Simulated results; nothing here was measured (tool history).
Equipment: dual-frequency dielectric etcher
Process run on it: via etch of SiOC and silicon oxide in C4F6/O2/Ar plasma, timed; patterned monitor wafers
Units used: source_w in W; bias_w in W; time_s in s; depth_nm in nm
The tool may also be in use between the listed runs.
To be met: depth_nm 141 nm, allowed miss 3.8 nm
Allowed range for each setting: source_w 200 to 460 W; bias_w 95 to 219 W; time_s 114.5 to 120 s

run,hour,source_w,bias_w,time_s,depth_nm
1,0,330,157,114.5,113.24
2,3.2,350,164,115,119.77
3,6.6,350,164,114.5,118.9
4,8.7,370,167,114.5,123.12
5,13.1,370,142,114.5,115.43
6,18.6,390,142,114.5,118.91
7,24.1,400,147,115,122.4
8,28.6,410,152,115.5,125.51
9,29.8,420,156,116,129.78
10,35,430,158,116,132.81
# hour 40.9: bias power generator calibrated
11,40.9,430,160,116,134
12,46.2,430,161,116,133.68
13,53.7,430,162,116,135.4

Exercise: of the 5 proposed moves below, exactly one satisfies all targets within the stated allowed misses. Which move is it?
A,61.2,420,151,114.5,?
B,61.2,390,195,118,?
C,61.2,450,155,114.5,?
D,61.2,350,189,119,?
E,61.2,390,168,115.5,?

move,depth_nm
A,126.7
B,139.96
C,132.56
D,131.81
E,128.73
A: its largest miss is bigger than the last run's
B: meets every target
C: its largest miss is bigger than the last run's
D: its largest miss is bigger than the last run's
E: its largest miss is bigger than the last run's
Go with B: it meets all targets.
